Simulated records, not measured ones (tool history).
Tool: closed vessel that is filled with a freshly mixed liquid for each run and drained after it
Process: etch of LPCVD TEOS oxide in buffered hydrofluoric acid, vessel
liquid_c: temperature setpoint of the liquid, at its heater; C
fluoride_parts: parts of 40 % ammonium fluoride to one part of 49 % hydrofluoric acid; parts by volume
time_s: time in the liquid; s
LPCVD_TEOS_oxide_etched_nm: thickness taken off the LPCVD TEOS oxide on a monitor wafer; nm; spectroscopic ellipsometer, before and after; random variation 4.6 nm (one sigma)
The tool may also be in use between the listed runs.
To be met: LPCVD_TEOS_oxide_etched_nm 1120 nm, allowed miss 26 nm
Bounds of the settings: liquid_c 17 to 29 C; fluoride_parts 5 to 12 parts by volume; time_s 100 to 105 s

Run 1, day 0: liquid_c 21 C, fluoride_parts 7 parts by volume, time_s 100 s. Result: LPCVD_TEOS_oxide_etched_nm 619.38 nm.
Run 2, day 0.233: liquid_c 22.5 C, fluoride_parts 7 parts by volume, time_s 100 s. Result: LPCVD_TEOS_oxide_etched_nm 678.12 nm.
Run 3, day 0.538: liquid_c 22.5 C, fluoride_parts 7 parts by volume, time_s 100 s. Result: LPCVD_TEOS_oxide_etched_nm 680.89 nm.
Run 4, day 0.858: liquid_c 22.5 C, fluoride_parts 7 parts by volume, time_s 100 s. Result: LPCVD_TEOS_oxide_etched_nm 675.52 nm.
Run 5, day 1.233: liquid_c 24 C, fluoride_parts 7 parts by volume, time_s 100 s. Result: LPCVD_TEOS_oxide_etched_nm 736.7 nm.
Run 6, day 1.271: liquid_c 25 C, fluoride_parts 7 parts by volume, time_s 100 s. Result: LPCVD_TEOS_oxide_etched_nm 775.59 nm.
Run 7, day 1.646: liquid_c 26 C, fluoride_parts 7 parts by volume, time_s 100 s. Result: LPCVD_TEOS_oxide_etched_nm 819.59 nm.
Run 8, day 1.754: liquid_c 26.5 C, fluoride_parts 7 parts by volume, time_s 100 s. Result: LPCVD_TEOS_oxide_etched_nm 847.65 nm.
Run 9, day 2.038: liquid_c 27 C, fluoride_parts 7 parts by volume, time_s 100 s. Result: LPCVD_TEOS_oxide_etched_nm 862.01 nm.
Run 10, day 2.246: liquid_c 27.5 C, fluoride_parts 7 parts by volume, time_s 100 s. Result: LPCVD_TEOS_oxide_etched_nm 892.72 nm.
Run 11, day 2.512: liquid_c 28 C, fluoride_parts 7 parts by volume, time_s 100 s. Result: LPCVD_TEOS_oxide_etched_nm 908.95 nm.
Run 12, day 2.85: liquid_c 28.5 C, fluoride_parts 6.5 parts by volume, time_s 100 s. Result: LPCVD_TEOS_oxide_etched_nm 1002.1 nm.

Which of these 4 next moves meets every target?
Run A, day 3.188: liquid_c 27.5 C, fluoride_parts 6.5 parts by volume, time_s 100 s. Result: LPCVD_TEOS_oxide_etched_nm ?.
Run B, day 3.188: liquid_c 25.5 C, fluoride_parts 5 parts by volume, time_s 105 s. Result: LPCVD_TEOS_oxide_etched_nm ?.
Run C, day 3.188: liquid_c 28 C, fluoride_parts 5.5 parts by volume, time_s 105 s. Result: LPCVD_TEOS_oxide_etched_nm ?.
Run D, day 3.188: liquid_c 24.5 C, fluoride_parts 6 parts by volume, time_s 100 s. Result: LPCVD_TEOS_oxide_etched_nm ?.

move  LPCVD_TEOS_oxide_etched_nm
   A                      948.29
   B                      1118.5
   C                      1179.4
   D                      865.02
A: further off than the last run
B: meets every target
C: takes the result that was furthest off past its target
D: further off than the last run
Move B is the one to make.
